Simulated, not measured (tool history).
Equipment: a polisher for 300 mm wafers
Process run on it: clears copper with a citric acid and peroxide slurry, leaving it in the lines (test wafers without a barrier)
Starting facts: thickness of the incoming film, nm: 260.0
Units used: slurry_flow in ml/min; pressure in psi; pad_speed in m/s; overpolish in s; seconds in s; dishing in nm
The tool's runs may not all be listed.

run  hour  slurry_flow  pressure  pad_speed  slurry_solids  overpolish  seconds  dishing
  1   0.0          210       3.6       1.34            1.0          22   69.801   48.553
  2   7.1          210       2.9       1.34            1.0          22   85.533   39.719
  3  14.1          210       3.1       1.34            1.0          20   81.840   39.602
  4  23.0          210       3.1       1.34            1.0          12   79.771   25.474
  5  28.0          210       3.1       1.10            1.0          12   98.560   21.727
  6  30.3          210       3.4       1.10            1.0          12   89.803   23.600
  7  35.2          210       3.6       1.10            1.0          12   85.580   24.892

Run 8 is up next; what results do you expect?
  8  40.5          225       4.6       1.14            1.0          11        ?        ?

seconds: 64.350 s
dishing: 29.450 nm

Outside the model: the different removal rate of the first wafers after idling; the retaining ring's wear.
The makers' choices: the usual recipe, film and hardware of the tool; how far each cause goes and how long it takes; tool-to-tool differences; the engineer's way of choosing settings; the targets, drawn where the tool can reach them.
